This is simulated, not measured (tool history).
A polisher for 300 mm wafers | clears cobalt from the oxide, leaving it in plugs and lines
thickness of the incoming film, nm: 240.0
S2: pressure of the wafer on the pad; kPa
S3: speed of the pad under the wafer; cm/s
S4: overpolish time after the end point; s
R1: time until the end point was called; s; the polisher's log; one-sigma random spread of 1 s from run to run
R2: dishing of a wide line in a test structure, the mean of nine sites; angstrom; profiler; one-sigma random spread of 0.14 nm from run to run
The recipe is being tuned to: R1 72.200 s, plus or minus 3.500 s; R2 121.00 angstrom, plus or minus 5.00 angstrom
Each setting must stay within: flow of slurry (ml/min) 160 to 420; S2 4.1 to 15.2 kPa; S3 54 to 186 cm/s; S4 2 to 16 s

run 1 hour=0.0 | flow_of_slurry_(ml/min)=270 S2=9.7 S3=118 S4=8 | R1=67.023 R2=236.57
run 2 hour=8.0 | flow_of_slurry_(ml/min)=270 S2=9.7 S3=118 S4=7 | R1=65.522 R2=213.79
run 3 hour=13.0 | flow_of_slurry_(ml/min)=270 S2=9.7 S3=118 S4=9 | R1=66.253 R2=261.84
run 4 hour=21.0 | flow_of_slurry_(ml/min)=315 S2=9.7 S3=118 S4=9 | R1=64.691 R2=265.18
run 5 hour=28.5 | flow_of_slurry_(ml/min)=320 S2=9.7 S3=118 S4=8 | R1=65.291 R2=238.40
run 6 hour=29.2 | flow_of_slurry_(ml/min)=320 S2=9.7 S3=138 S4=8 | R1=54.818 R2=270.62
run 7 hour=34.1 | flow_of_slurry_(ml/min)=320 S2=9.0 S3=138 S4=7 | R1=58.670 R2=235.41
run 8 hour=36.5 | flow_of_slurry_(ml/min)=325 S2=8.3 S3=136 S4=6 | R1=61.822 R2=198.14
run 9 hour=44.7 | flow_of_slurry_(ml/min)=325 S2=7.6 S3=136 S4=5 | R1=65.436 R2=164.33
-- hour=48.0 slurry nozzle cleaned
run 10 hour=48.0 | flow_of_slurry_(ml/min)=330 S2=6.9 S3=136 S4=4 | R1=65.099 R2=132.13
run 11 hour=53.5 | flow_of_slurry_(ml/min)=325 S2=6.9 S3=136 S4=4 | R1=64.563 R2=130.28

Which one of the following 5 next-run settings gets every result inside its allowed miss? There is exactly one.
run A hour=59.0 | flow_of_slurry_(ml/min)=310 S2=6.2 S3=120 S4=5 | R1=? R2=?
run B hour=59.0 | flow_of_slurry_(ml/min)=330 S2=5.5 S3=118 S4=5 | R1=? R2=?
run C hour=59.0 | flow_of_slurry_(ml/min)=370 S2=10.3 S3=96 S4=4 | R1=? R2=?
run D hour=59.0 | flow_of_slurry_(ml/min)=335 S2=7.6 S3=128 S4=4 | R1=? R2=?
run E hour=59.0 | flow_of_slurry_(ml/min)=340 S2=5.5 S3=118 S4=5 | R1=? R2=?

move=A R1=78.493 R2=137.60
move=B R1=83.913 R2=129.74
move=C R1=72.291 R2=121.40
move=D R1=66.013 R2=131.60
move=E R1=83.699 R2=130.03
A: the result that was furthest off in the last run now lies on the other side of its target
B: the result that was furthest off in the last run now lies on the other side of its target
C: all results in spec
D: no better and no worse than the last run
E: the result that was furthest off in the last run now lies on the other side of its target
Move C is the one to make.
